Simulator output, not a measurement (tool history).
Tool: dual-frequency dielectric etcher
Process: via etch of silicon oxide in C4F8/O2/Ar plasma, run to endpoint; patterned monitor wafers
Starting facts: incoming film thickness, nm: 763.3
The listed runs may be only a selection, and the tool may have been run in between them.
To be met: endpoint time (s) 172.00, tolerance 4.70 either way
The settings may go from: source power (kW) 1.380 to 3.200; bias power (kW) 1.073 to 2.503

run  hour  source power (kW)  bias power (kW)  endpoint time (s)
  1   0.0              2.290            1.788             147.74
  2   1.6              2.200            1.762             152.09
  3   6.3              2.140            1.747             155.55
  4   7.8              2.140            1.627             156.78
  5   8.6              2.090            1.615             157.28
  6  17.0              2.090            1.870             151.10
  7  23.1              2.020            1.843             154.68
  8  27.2              1.960            1.826             156.84
  9  36.0              1.500            1.679             180.44
 10  37.1              1.520            1.684             179.11

Which single option among these 4 for the next run brings every result within its allowed miss of target? Just one does.
  A  38.2              1.570            1.263                  ?
  B  38.2              1.640            1.744                  ?
  C  38.2              1.490            1.558                  ?
  D  38.2              1.420            1.504                  ?

move  endpoint time (s)
   A             186.57
   B             170.85
   C             182.19
   D             187.23
A: misses by more than the last run did
B: in spec on every target
C: misses by more than the last run did
D: misses by more than the last run did
B meets every target.
